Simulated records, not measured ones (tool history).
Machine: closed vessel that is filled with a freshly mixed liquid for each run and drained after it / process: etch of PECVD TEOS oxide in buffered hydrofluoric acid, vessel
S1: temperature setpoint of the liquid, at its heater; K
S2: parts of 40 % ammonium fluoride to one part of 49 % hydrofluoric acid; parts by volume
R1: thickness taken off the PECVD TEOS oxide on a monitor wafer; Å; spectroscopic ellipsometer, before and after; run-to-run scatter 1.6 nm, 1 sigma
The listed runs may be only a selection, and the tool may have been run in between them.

Run 1, day 0.000: S1 297.15 K, S2 15.0 parts by volume, time in the liquid (s) 95. Result: R1 1136.5 Å.
Run 2, day 0.350: S1 295.15 K, S2 15.0 parts by volume, time in the liquid (s) 95. Result: R1 1018.0 Å.
Run 3, day 0.521: S1 295.15 K, S2 13.0 parts by volume, time in the liquid (s) 95. Result: R1 1185.8 Å.
Run 4, day 0.879: S1 295.15 K, S2 11.0 parts by volume, time in the liquid (s) 95. Result: R1 1386.2 Å.
Run 5, day 0.979: S1 298.15 K, S2 10.0 parts by volume, time in the liquid (s) 95. Result: R1 1795.4 Å.
Run 6, day 1.004: S1 298.15 K, S2 13.0 parts by volume, time in the liquid (s) 95. Result: R1 1373.7 Å.

Run 7 has not been measured yet. What should we expect?
Run 7, day 1.192: S1 300.15 K, S2 11.0 parts by volume, time in the liquid (s) 95. Result: R1 ?.

R1: 1819.4 Å

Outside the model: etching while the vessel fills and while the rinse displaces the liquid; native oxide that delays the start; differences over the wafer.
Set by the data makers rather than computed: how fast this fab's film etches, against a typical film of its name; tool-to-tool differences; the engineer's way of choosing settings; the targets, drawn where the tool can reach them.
